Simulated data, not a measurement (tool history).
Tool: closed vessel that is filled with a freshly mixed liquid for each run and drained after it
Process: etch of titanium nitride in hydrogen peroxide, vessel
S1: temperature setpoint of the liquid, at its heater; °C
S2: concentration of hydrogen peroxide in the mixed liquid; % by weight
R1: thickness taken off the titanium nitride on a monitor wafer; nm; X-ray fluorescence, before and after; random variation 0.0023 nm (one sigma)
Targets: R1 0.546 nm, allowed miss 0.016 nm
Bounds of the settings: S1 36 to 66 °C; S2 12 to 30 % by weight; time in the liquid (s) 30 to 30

{"run": 1, "hour": 0.0, "S1": 52, "S2": 21, "time in the liquid (s)": 30, "R1": 1.5023}
{"run": 2, "hour": 1.6, "S1": 52, "S2": 23, "time in the liquid (s)": 30, "R1": 1.5404}
{"run": 3, "hour": 3.5, "S1": 52, "S2": 19, "time in the liquid (s)": 30, "R1": 1.4729}
{"run": 4, "hour": 10.2, "S1": 52, "S2": 19, "time in the liquid (s)": 30, "R1": 1.4783}
{"run": 5, "hour": 11.7, "S1": 52, "S2": 19, "time in the liquid (s)": 30, "R1": 1.4777}
{"run": 6, "hour": 20.6, "S1": 48, "S2": 19, "time in the liquid (s)": 30, "R1": 1.1141}
{"run": 7, "hour": 25.2, "S1": 40, "S2": 18.5, "time in the liquid (s)": 30, "R1": 0.60793}
{"run": 8, "hour": 28.2, "S1": 39.5, "S2": 18.5, "time in the liquid (s)": 30, "R1": 0.57607}
{"run": 9, "hour": 34.0, "S1": 39.5, "S2": 18.5, "time in the liquid (s)": 30, "R1": 0.57972}

Which of these 4 next moves meets every target?
{"run": "A", "hour": 39.8, "S1": 38.5, "S2": 20, "time in the liquid (s)": 30, "R1": "?"}
{"run": "B", "hour": 39.8, "S1": 40, "S2": 20, "time in the liquid (s)": 30, "R1": "?"}
{"run": "C", "hour": 39.8, "S1": 40.5, "S2": 17.5, "time in the liquid (s)": 30, "R1": "?"}
{"run": "D", "hour": 39.8, "S1": 39, "S2": 23, "time in the liquid (s)": 30, "R1": "?"}

move=A R1=0.54637
move=B R1=0.61353
move=C R1=0.61964
move=D R1=0.58532
A: meets every target
B: further off than the last run
C: further off than the last run
D: further off than the last run
Answer: A

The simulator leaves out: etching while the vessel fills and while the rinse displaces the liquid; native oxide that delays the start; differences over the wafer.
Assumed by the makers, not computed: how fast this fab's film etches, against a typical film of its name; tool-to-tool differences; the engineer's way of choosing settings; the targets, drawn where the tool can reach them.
